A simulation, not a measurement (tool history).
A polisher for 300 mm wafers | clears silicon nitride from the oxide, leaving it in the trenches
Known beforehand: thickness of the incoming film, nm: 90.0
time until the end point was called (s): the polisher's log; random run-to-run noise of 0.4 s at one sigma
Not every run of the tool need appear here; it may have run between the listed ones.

run  hour  flow of slurry (ml/min)  pressure of the wafer on the pad (kPa)  speed of the pad under the wafer (m/s)  overpolish time after the end point (s)  time until the end point was called (s)
  1   0.0                      275                                    22.8                                    1.00                                        5                                   73.991
  2   7.6                      275                                    25.5                                    1.00                                        5                                   66.462
  3   8.7                      210                                    25.5                                    1.00                                        5                                   68.687
  4  10.6                      210                                    21.4                                    1.00                                        5                                   81.389
  5  13.8                      220                                    24.8                                    1.00                                        5                                   69.507
  6  21.3                      225                                    27.6                                    1.00                                        5                                   62.559

Run 7 has not been measured yet. What should we expect?
  7  23.3                      235                                    29.6                                    1.00                                        5                                        ?

Run 7 yielded time until the end point was called (s) 58.203.

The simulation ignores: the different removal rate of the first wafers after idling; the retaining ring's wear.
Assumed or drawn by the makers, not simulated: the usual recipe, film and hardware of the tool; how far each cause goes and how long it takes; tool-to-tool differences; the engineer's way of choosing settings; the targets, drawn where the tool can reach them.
